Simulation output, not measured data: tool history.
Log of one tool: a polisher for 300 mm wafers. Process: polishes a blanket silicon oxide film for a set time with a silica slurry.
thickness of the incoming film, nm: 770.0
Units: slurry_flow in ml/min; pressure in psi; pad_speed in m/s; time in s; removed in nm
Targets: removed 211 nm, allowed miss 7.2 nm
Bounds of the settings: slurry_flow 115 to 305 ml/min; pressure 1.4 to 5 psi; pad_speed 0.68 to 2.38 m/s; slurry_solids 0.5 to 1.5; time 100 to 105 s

run,hour,slurry_flow,pressure,pad_speed,slurry_solids,time,removed
1,0,195,3.2,1.52,1,100,360.37
2,5,195,3.2,1.52,0.8,100,337.63
3,13.4,195,2.9,1.52,0.8,100,302.9
4,16.2,195,2.7,1.52,0.8,100,284.62
5,17.2,195,2.5,1.52,0.8,100,269.67
6,19.1,195,3.3,1.52,0.8,100,347.76
7,20.6,185,2.4,1.48,0.8,100,249.77
8,23.1,180,2.3,1.48,0.8,100,236.75
9,25.5,170,2.3,1.48,0.8,100,233.27
10,33,160,2.3,1.48,0.8,100,229.13

4 next moves are on the table. One of them brings every result within its allowed miss. Which?
A,40.5,170,1.9,1.5,0.8,105,?
B,40.5,115,2,1.3,0.9,100,?
C,40.5,115,2.1,1.22,0.95,100,?
D,40.5,210,2.2,1.86,0.75,101,?

move,removed
A,209.07
B,192.51
C,198.39
D,263.17
A: meets every target
B: takes the result that was furthest off past its target
C: takes the result that was furthest off past its target
D: further off than the last run
Answer: A
